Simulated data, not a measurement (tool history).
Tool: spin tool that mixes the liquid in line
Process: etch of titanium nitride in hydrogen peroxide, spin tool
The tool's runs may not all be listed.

| run | hour | temperature setpoint of the liquid (C) | concentration of hydrogen peroxide in the mixed liquid (% by weight) | time under the liquid (s) | thickness taken off the titanium nitride on a monitor wafer (Å) |
|---|---|---|---|---|---|
| 1 | 0.0 | 51.0 | 20.0 | 240 | 122.23 |
| 2 | 3.3 | 51.0 | 24.0 | 240 | 125.77 |
| 3 | 6.0 | 53.0 | 24.0 | 240 | 146.10 |
| 4 | 14.0 | 53.0 | 24.0 | 240 | 147.55 |
| 5 | 16.6 | 53.0 | 24.0 | 255 | 155.63 |
| 6 | 19.2 | 53.0 | 24.0 | 255 | 155.05 |
| 7 | 21.7 | 54.5 | 24.0 | 255 | 174.54 |

Run 8 comes next. What will it give?
| 8 | 23.2 | 55.5 | 24.0 | 255 | ? |

Run 8 gave thickness taken off the titanium nitride on a monitor wafer (Å) 185.73.
